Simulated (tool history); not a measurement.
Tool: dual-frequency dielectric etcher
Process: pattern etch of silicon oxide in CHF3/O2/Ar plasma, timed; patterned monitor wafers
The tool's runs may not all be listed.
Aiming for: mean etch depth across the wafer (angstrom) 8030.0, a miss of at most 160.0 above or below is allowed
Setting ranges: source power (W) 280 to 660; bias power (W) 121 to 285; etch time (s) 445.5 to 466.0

run  hour  source power (W)  bias power (W)  etch time (s)  mean etch depth across the wafer (angstrom)
  1   0.0               470             203          445.5                                       8767.5
  2   5.3               460             202          445.5                                       8654.5
  3   8.9               460             202          445.5                                       8625.4
  4  16.6               460             235          445.5                                       8908.5
  5  21.7               460             257          445.5                                       9201.2
  6  26.7               440             255          445.5                                       8936.4
  7  27.6               430             254          445.5                                       8818.6
  8  30.8               420             253          445.5                                       8713.3
  9  36.5               320             244          445.5                                       7130.3
 10  43.3               400             247          445.5                                       8340.5

Consider the 4 candidate settings below. Which is the only one whose results all fall within their allowed miss of target?
  A  50.1               440             205          448.0                                            ?
  B  50.1               420             225          448.0                                            ?
  C  50.1               390             229          445.5                                            ?
  D  50.1               420             218          453.0                                            ?

move  mean etch depth across the wafer (angstrom)
   A                                       8506.0
   B                                       8469.5
   C                                       8075.0
   D                                       8493.4
A: lands further from the targets than the last run did
B: lands further from the targets than the last run did
C: meets every target
D: lands further from the targets than the last run did
Correct choice: C, which meets every target
